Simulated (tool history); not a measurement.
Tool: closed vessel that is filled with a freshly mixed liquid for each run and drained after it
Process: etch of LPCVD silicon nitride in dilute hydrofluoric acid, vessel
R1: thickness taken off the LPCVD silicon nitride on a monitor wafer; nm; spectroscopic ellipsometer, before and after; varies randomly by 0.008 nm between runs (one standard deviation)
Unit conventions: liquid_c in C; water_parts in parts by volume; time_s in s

Run 1, hour 0.0: liquid_c 25.0 C, water_parts 270 parts by volume, time_s 465 s. Result: R1 0.95883 nm.
Run 2, hour 7.3: liquid_c 28.5 C, water_parts 270 parts by volume, time_s 465 s. Result: R1 1.16900 nm.
Run 3, hour 10.4: liquid_c 28.5 C, water_parts 270 parts by volume, time_s 465 s. Result: R1 1.20630 nm.
Run 4, hour 19.3: liquid_c 30.0 C, water_parts 270 parts by volume, time_s 465 s. Result: R1 1.30530 nm.
Run 5, hour 24.4: liquid_c 30.0 C, water_parts 215 parts by volume, time_s 465 s. Result: R1 1.61060 nm.
Run 6, hour 29.5: liquid_c 31.5 C, water_parts 215 parts by volume, time_s 465 s. Result: R1 1.77110 nm.
Run 7, hour 33.6: liquid_c 28.0 C, water_parts 220 parts by volume, time_s 465 s. Result: R1 1.38500 nm.

Run 8 has not been measured yet. What should we expect?
Run 8, hour 43.3: liquid_c 25.5 C, water_parts 225 parts by volume, time_s 465 s. Result: R1 ?.

For run 8 the tool returned R1 1.18950 nm.

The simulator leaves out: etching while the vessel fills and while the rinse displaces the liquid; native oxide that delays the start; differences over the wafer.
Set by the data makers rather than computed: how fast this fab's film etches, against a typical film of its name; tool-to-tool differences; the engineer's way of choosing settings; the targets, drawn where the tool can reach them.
